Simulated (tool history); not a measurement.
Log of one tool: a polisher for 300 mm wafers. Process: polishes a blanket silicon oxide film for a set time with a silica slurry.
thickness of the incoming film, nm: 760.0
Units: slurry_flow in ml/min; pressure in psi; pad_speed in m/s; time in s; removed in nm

{"run": 1, "hour": 0.0, "slurry_flow": 200, "pressure": 3.7, "pad_speed": 1.48, "slurry_solids": 1.0, "time": 56, "removed": 164.58}
{"run": 2, "hour": 8.8, "slurry_flow": 200, "pressure": 3.8, "pad_speed": 1.48, "slurry_solids": 1.0, "time": 56, "removed": 168.75}
{"run": 3, "hour": 14.1, "slurry_flow": 200, "pressure": 3.8, "pad_speed": 1.48, "slurry_solids": 0.85, "time": 56, "removed": 151.69}
{"run": 4, "hour": 23.0, "slurry_flow": 200, "pressure": 4.0, "pad_speed": 1.48, "slurry_solids": 0.85, "time": 56, "removed": 163.81}
{"run": 5, "hour": 31.7, "slurry_flow": 200, "pressure": 4.1, "pad_speed": 1.48, "slurry_solids": 0.85, "time": 56, "removed": 167.92}
{"run": 6, "hour": 37.1, "slurry_flow": 225, "pressure": 4.1, "pad_speed": 1.48, "slurry_solids": 0.85, "time": 56, "removed": 170.22}

The next listed run, before its measurement:
{"run": 7, "hour": 38.6, "slurry_flow": 225, "pressure": 4.2, "pad_speed": 1.48, "slurry_solids": 0.85, "time": 56, "removed": "?"}

{"run 7": {"removed": 174.61}}

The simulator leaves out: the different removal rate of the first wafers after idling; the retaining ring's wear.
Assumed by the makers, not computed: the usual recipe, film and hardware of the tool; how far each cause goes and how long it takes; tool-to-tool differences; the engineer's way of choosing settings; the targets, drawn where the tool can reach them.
